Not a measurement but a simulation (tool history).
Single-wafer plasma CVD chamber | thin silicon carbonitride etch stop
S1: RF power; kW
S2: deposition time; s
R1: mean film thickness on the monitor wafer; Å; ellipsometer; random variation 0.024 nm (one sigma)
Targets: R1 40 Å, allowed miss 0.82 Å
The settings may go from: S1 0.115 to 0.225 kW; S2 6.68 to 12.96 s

run 1 hour=0 | S1=0.17 S2=9.82 | R1=52.216
run 2 hour=2.8 | S1=0.165 S2=9.52 | R1=50.669
run 3 hour=11.4 | S1=0.16 S2=9.19 | R1=48.346
run 4 hour=15.1 | S1=0.16 S2=9.75 | R1=51.174
run 5 hour=17.6 | S1=0.145 S2=9.75 | R1=50.107
run 6 hour=20.6 | S1=0.14 S2=9.45 | R1=48.586
run 7 hour=25.8 | S1=0.14 S2=9.17 | R1=47.208
run 8 hour=31.3 | S1=0.14 S2=8.94 | R1=45.97
run 9 hour=37.8 | S1=0.14 S2=8.76 | R1=44.57
run 10 hour=41.3 | S1=0.14 S2=8.64 | R1=43.754
run 11 hour=46.3 | S1=0.14 S2=8.64 | R1=43.979
run 12 hour=54.9 | S1=0.14 S2=8.54 | R1=43.378
run 13 hour=62.8 | S1=0.14 S2=8.45 | R1=43.239
run 14 hour=68.8 | S1=0.14 S2=8.36 | R1=42.547
run 15 hour=76.7 | S1=0.14 S2=8.3 | R1=42.685
run 16 hour=82.8 | S1=0.14 S2=8.23 | R1=42.071
run 17 hour=90.9 | S1=0.14 S2=8.18 | R1=41.64
run 18 hour=96.5 | S1=0.14 S2=8.14 | R1=41.439
run 19 hour=103.3 | S1=0.14 S2=8.14 | R1=41.403
run 20 hour=110.6 | S1=0.14 S2=8.11 | R1=41.321
run 21 hour=111.6 | S1=0.14 S2=8.08 | R1=40.954
run 22 hour=116.6 | S1=0.14 S2=8.06 | R1=40.96

Which of these 5 next moves meets every target?
run A hour=121.6 | S1=0.16 S2=7.59 | R1=?
run B hour=121.6 | S1=0.13 S2=8.43 | R1=?
run C hour=121.6 | S1=0.14 S2=8.26 | R1=?
run D hour=121.6 | S1=0.135 S2=8.24 | R1=?
run E hour=121.6 | S1=0.155 S2=8.01 | R1=?

move=A R1=40.093
move=B R1=42.43
move=C R1=42.287
move=D R1=41.833
move=E R1=41.994
A: meets every target
B: further off than the last run
C: further off than the last run
D: further off than the last run
E: further off than the last run
Answer: A

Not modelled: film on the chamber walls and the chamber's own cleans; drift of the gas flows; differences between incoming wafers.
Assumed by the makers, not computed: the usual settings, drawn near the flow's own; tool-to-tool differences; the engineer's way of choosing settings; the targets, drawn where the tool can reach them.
